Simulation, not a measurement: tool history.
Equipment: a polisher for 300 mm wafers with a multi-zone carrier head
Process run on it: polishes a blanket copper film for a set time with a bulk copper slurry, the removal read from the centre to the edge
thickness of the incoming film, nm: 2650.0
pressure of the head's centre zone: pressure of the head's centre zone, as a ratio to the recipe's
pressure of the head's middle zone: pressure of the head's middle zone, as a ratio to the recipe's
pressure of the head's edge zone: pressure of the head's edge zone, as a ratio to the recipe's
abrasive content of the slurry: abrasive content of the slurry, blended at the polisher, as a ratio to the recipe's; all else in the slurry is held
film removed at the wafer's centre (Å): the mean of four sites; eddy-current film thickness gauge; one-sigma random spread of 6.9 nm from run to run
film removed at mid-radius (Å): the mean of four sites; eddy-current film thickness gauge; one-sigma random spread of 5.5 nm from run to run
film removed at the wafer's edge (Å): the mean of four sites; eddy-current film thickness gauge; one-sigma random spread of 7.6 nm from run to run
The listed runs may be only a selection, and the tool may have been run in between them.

run,day,flow of slurry (ml/min),pressure of the head's centre zone,pressure of the head's middle zone,pressure of the head's edge zone,abrasive content of the slurry,polishing time (s),film removed at the wafer's centre (Å),film removed at mid-radius (Å),film removed at the wafer's edge (Å)
1,0.000,155,1.00,1.00,1.00,1.00,60,5974.8,6114.1,5923.0
2,0.100,155,1.00,1.00,0.92,1.00,60,6118.9,6124.1,5821.6
3,0.338,155,1.00,1.00,0.92,1.00,66,6466.1,6654.1,6217.6
4,0.579,155,1.00,1.00,0.92,1.00,60,5950.4,6092.6,5804.0
5,0.821,155,1.00,1.00,0.92,1.00,46,4684.4,4637.8,4428.5
6,0.850,160,1.01,0.99,0.94,1.05,46,4734.7,4673.6,4472.6

Run 7 has not been measured yet. What should we expect?
7,1.079,160,1.02,0.97,0.95,1.05,47,?,?,?

{"run 7": {"film removed at the wafer's centre (Å)": 4916.9, "film removed at mid-radius (Å)": 4773.7, "film removed at the wafer's edge (Å)": 4575.7}}

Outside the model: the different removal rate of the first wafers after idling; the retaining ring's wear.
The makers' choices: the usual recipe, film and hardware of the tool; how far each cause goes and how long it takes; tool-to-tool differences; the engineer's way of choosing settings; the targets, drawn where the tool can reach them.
